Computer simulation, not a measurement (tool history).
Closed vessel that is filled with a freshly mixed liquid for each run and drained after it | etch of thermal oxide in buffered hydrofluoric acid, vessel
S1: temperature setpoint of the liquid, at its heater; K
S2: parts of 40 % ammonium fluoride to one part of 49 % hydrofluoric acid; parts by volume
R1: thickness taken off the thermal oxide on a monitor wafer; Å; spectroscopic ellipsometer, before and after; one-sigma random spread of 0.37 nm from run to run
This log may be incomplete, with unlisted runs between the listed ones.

{"run": 1, "hour": 0.0, "S1": 293.15, "S2": 21.5, "time in the liquid (s)": 30, "R1": 146.83}
{"run": 2, "hour": 7.1, "S1": 293.15, "S2": 19.0, "time in the liquid (s)": 30, "R1": 159.49}
{"run": 3, "hour": 14.8, "S1": 294.65, "S2": 17.0, "time in the liquid (s)": 30, "R1": 197.79}
{"run": 4, "hour": 18.0, "S1": 296.15, "S2": 16.0, "time in the liquid (s)": 30, "R1": 222.4}
{"run": 5, "hour": 21.6, "S1": 299.65, "S2": 16.0, "time in the liquid (s)": 30, "R1": 277.22}
{"run": 6, "hour": 24.1, "S1": 300.15, "S2": 14.5, "time in the liquid (s)": 30, "R1": 307.74}

The next listed run, before its measurement:
{"run": 7, "hour": 29.8, "S1": 300.15, "S2": 13.5, "time in the liquid (s)": 30, "R1": "?"}

Run 7 measured R1 335.07 Å.

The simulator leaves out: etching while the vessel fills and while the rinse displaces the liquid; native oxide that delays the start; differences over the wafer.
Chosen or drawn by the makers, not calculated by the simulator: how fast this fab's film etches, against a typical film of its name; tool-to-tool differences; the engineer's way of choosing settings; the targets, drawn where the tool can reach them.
